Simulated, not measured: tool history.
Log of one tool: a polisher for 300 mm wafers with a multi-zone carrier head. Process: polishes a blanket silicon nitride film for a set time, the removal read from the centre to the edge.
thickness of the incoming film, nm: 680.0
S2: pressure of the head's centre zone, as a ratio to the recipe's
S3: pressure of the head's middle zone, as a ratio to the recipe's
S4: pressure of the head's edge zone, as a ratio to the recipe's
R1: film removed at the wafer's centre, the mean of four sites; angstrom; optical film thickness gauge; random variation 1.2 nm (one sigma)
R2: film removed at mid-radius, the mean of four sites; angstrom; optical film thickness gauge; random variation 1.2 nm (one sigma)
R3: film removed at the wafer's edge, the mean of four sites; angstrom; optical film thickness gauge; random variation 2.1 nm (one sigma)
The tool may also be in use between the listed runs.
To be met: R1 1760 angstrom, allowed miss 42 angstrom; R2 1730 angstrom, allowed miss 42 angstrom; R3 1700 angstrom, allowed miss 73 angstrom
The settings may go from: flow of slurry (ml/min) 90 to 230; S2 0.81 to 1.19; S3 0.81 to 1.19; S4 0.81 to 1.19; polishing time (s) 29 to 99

Run 1, hour 0: flow of slurry (ml/min) 150, S2 1, S3 1, S4 1, polishing time (s) 64. Result: R1 1533.9 angstrom, R2 1542.6 angstrom, R3 1490.1 angstrom.
Run 2, hour 3.8: flow of slurry (ml/min) 160, S2 1, S3 1, S4 1.01, polishing time (s) 64. Result: R1 1556.9 angstrom, R2 1537.6 angstrom, R3 1522.2 angstrom.
Run 3, hour 7.1: flow of slurry (ml/min) 165, S2 1, S3 1.01, S4 1.02, polishing time (s) 64. Result: R1 1547.9 angstrom, R2 1598.1 angstrom, R3 1523.6 angstrom.
Run 4, hour 8.7: flow of slurry (ml/min) 170, S2 1.01, S3 1.01, S4 1.03, polishing time (s) 64. Result: R1 1570.3 angstrom, R2 1580.7 angstrom, R3 1587.8 angstrom.
Run 5, hour 11.5: flow of slurry (ml/min) 205, S2 1.01, S3 1.01, S4 1.03, polishing time (s) 64. Result: R1 1628.9 angstrom, R2 1639 angstrom, R3 1588.8 angstrom.
Run 6, hour 17.9: flow of slurry (ml/min) 205, S2 1.02, S3 1.01, S4 1.04, polishing time (s) 64. Result: R1 1658.3 angstrom, R2 1620.6 angstrom, R3 1551.2 angstrom.
Run 7, hour 23.7: flow of slurry (ml/min) 205, S2 1.02, S3 1.01, S4 1.05, polishing time (s) 64. Result: R1 1633.9 angstrom, R2 1627.9 angstrom, R3 1581.8 angstrom.
Run 8, hour 32.4: flow of slurry (ml/min) 205, S2 1.03, S3 1.01, S4 1.06, polishing time (s) 64. Result: R1 1643.5 angstrom, R2 1617 angstrom, R3 1652.1 angstrom.
Run 9, hour 33.7: flow of slurry (ml/min) 205, S2 1.04, S3 1.02, S4 1.06, polishing time (s) 64. Result: R1 1665 angstrom, R2 1647.4 angstrom, R3 1613.9 angstrom.
Run 10, hour 41.7: flow of slurry (ml/min) 205, S2 1.05, S3 1.02, S4 1.07, polishing time (s) 64. Result: R1 1694.6 angstrom, R2 1643.7 angstrom, R3 1611 angstrom.
Run 11, hour 50.7: flow of slurry (ml/min) 205, S2 1.05, S3 1.02, S4 1.08, polishing time (s) 64. Result: R1 1686.4 angstrom, R2 1640 angstrom, R3 1609.1 angstrom.
Run 12, hour 52.2: flow of slurry (ml/min) 205, S2 1.05, S3 1.02, S4 1.09, polishing time (s) 64. Result: R1 1701.5 angstrom, R2 1636.1 angstrom, R3 1602.2 angstrom.

Which of these 4 next moves meets every target?
Run A, hour 53.7: flow of slurry (ml/min) 200, S2 1.02, S3 1.1, S4 1.02, polishing time (s) 64. Result: R1 ?, R2 ?, R3 ?.
Run B, hour 53.7: flow of slurry (ml/min) 225, S2 1.14, S3 1.06, S4 1.11, polishing time (s) 59. Result: R1 ?, R2 ?, R3 ?.
Run C, hour 53.7: flow of slurry (ml/min) 165, S2 1.07, S3 0.92, S4 1.15, polishing time (s) 69. Result: R1 ?, R2 ?, R3 ?.
Run D, hour 53.7: flow of slurry (ml/min) 230, S2 1, S3 0.98, S4 1, polishing time (s) 69. Result: R1 ?, R2 ?, R3 ?.

move      R1      R2      R3
   A  1650.6  1768.9  1563.4
   B  1731.7  1603.8  1521.8
   C  1804.2  1591.2  1755.8
   D  1779.3  1761.5  1695.3
A: brings the result that was furthest off to its target, and leaves another outside
B: further off than the last run
C: further off than the last run
D: meets every target
The right move is D.

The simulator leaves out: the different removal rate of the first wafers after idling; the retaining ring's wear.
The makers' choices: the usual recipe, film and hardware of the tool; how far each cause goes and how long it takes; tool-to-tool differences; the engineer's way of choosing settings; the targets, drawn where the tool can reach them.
